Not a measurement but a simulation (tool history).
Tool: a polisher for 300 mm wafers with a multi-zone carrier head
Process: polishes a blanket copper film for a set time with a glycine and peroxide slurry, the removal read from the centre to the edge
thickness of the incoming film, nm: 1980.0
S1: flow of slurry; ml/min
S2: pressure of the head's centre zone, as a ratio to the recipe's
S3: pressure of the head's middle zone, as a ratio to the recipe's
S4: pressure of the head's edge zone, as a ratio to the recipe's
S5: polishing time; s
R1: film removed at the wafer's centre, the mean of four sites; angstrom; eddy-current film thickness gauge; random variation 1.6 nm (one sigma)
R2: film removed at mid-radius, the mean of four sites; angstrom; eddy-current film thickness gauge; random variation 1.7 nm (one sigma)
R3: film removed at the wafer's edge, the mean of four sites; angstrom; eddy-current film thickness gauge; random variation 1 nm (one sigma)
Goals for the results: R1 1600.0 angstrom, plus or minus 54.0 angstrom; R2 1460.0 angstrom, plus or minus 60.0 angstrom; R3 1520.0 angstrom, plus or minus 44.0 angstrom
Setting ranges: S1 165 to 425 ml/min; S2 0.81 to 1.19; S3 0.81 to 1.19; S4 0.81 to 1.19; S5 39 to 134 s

run 1 day=0.000 | S1=275 S2=1.00 S3=1.00 S4=1.00 S5=86 | R1=2466.6 R2=2474.6 R3=2374.4
run 2 day=0.125 | S1=275 S2=1.00 S3=0.98 S4=0.99 S5=82 | R1=2353.4 R2=2329.8 R3=2260.9
run 3 day=0.179 | S1=275 S2=1.00 S3=0.96 S4=0.98 S5=79 | R1=2305.9 R2=2173.8 R3=2156.3
run 4 day=0.350 | S1=270 S2=0.99 S3=0.95 S4=0.97 S5=76 | R1=2184.7 R2=2083.3 R3=2081.4
run 5 day=0.388 | S1=270 S2=0.98 S3=0.94 S4=0.96 S5=73 | R1=2078.6 R2=1973.7 R3=1967.6
run 6 day=0.721 | S1=270 S2=0.97 S3=0.93 S4=0.95 S5=72 | R1=2060.3 R2=1956.2 R3=1960.4
run 7 day=1.096 | S1=270 S2=0.96 S3=0.92 S4=0.94 S5=70 | R1=1949.2 R2=1829.0 R3=1875.5
run 8 day=1.229 | S1=270 S2=0.96 S3=0.92 S4=0.93 S5=69 | R1=1945.1 R2=1825.1 R3=1830.1
run 9 day=1.533 | S1=270 S2=0.95 S3=0.91 S4=0.92 S5=68 | R1=1911.1 R2=1795.7 R3=1788.2
run 10 day=1.729 | S1=265 S2=0.94 S3=0.90 S4=0.91 S5=67 | R1=1839.7 R2=1770.6 R3=1766.8
run 11 day=1.783 | S1=265 S2=0.94 S3=0.89 S4=0.91 S5=66 | R1=1848.2 R2=1760.4 R3=1732.4
run 12 day=2.038 | S1=270 S2=0.94 S3=0.88 S4=0.91 S5=65 | R1=1791.1 R2=1706.7 R3=1724.1
run 13 day=2.317 | S1=270 S2=0.94 S3=0.87 S4=0.91 S5=64 | R1=1770.5 R2=1642.2 R3=1692.3
run 14 day=2.612 | S1=270 S2=0.94 S3=0.86 S4=0.90 S5=63 | R1=1754.4 R2=1605.3 R3=1655.2
run 15 day=2.921 | S1=270 S2=0.92 S3=0.83 S4=0.88 S5=61 | R1=1635.1 R2=1502.4 R3=1588.7
run 16 day=3.275 | S1=270 S2=0.92 S3=0.83 S4=0.87 S5=61 | R1=1668.8 R2=1507.1 R3=1579.5

Next run, 5 choices. One meets every target within its allowed miss, the rest don't. Which?
run A day=3.629 | S1=265 S2=0.96 S3=0.83 S4=0.90 S5=62 | R1=? R2=? R3=?
run B day=3.629 | S1=390 S2=0.97 S3=0.88 S4=0.96 S5=55 | R1=? R2=? R3=?
run C day=3.629 | S1=235 S2=1.02 S3=0.92 S4=0.81 S5=62 | R1=? R2=? R3=?
run D day=3.629 | S1=255 S2=0.96 S3=0.88 S4=0.81 S5=63 | R1=? R2=? R3=?
run E day=3.629 | S1=375 S2=0.89 S3=0.81 S4=0.91 S5=60 | R1=? R2=? R3=?

move=A R1=1727.7 R2=1502.9 R3=1652.4
move=B R1=1599.9 R2=1442.6 R3=1546.2
move=C R1=1787.4 R2=1615.4 R3=1560.7
move=D R1=1749.1 R2=1595.9 R3=1596.3
move=E R1=1630.0 R2=1468.0 R3=1643.2
A: misses by more than the last run did
B: every result within its allowed miss
C: corrects the largest miss of the last run, while another result sits out of spec
D: misses by more than the last run did
E: misses by more than the last run did
The right move is B.
